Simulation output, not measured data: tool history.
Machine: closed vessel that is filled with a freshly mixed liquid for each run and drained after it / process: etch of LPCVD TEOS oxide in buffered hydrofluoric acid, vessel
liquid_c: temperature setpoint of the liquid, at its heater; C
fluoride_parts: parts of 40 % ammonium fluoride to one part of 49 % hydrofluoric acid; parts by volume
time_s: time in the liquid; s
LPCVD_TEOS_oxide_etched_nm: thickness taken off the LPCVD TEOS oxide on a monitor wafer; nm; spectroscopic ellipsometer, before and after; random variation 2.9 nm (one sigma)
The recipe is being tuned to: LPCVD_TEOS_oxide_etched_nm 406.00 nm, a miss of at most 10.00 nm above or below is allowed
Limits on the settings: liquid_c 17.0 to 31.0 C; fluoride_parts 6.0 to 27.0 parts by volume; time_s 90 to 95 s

| run | day | liquid_c | fluoride_parts | time_s | LPCVD_TEOS_oxide_etched_nm |
|---|---|---|---|---|---|
| 1 | 0.000 | 23.0 | 16.5 | 90 | 235.98 |
| 2 | 0.083 | 23.0 | 14.0 | 90 | 274.02 |
| 3 | 0.258 | 25.5 | 14.0 | 90 | 316.57 |
| 4 | 0.604 | 25.5 | 16.0 | 90 | 280.14 |
| 5 | 0.842 | 25.5 | 16.0 | 90 | 277.88 |
| 6 | 1.067 | 25.5 | 16.0 | 95 | 298.34 |
| 7 | 1.142 | 27.5 | 16.0 | 95 | 325.08 |
| 8 | 1.392 | 28.5 | 15.5 | 95 | 356.25 |
| 9 | 1.700 | 29.5 | 15.5 | 95 | 376.92 |
| 10 | 2.071 | 30.0 | 15.5 | 95 | 392.05 |
| 11 | 2.329 | 30.5 | 15.5 | 95 | 395.32 |

Consider the 5 candidate settings below. Which is the only one whose results all fall within their allowed miss of target?
| A | 2.588 | 29.0 | 15.0 | 95 | ? |
| B | 2.588 | 29.5 | 15.0 | 95 | ? |
| C | 2.588 | 30.0 | 15.0 | 90 | ? |
| D | 2.588 | 30.5 | 15.0 | 90 | ? |
| E | 2.588 | 31.0 | 15.5 | 95 | ? |

| move | LPCVD_TEOS_oxide_etched_nm |
|---|---|
| A | 371.93 |
| B | 381.89 |
| C | 371.44 |
| D | 381.32 |
| E | 400.11 |
A: the biggest miss grows against the last run
B: the biggest miss grows against the last run
C: the biggest miss grows against the last run
D: the biggest miss grows against the last run
E: every result within its allowed miss
Go with E: it meets all targets.
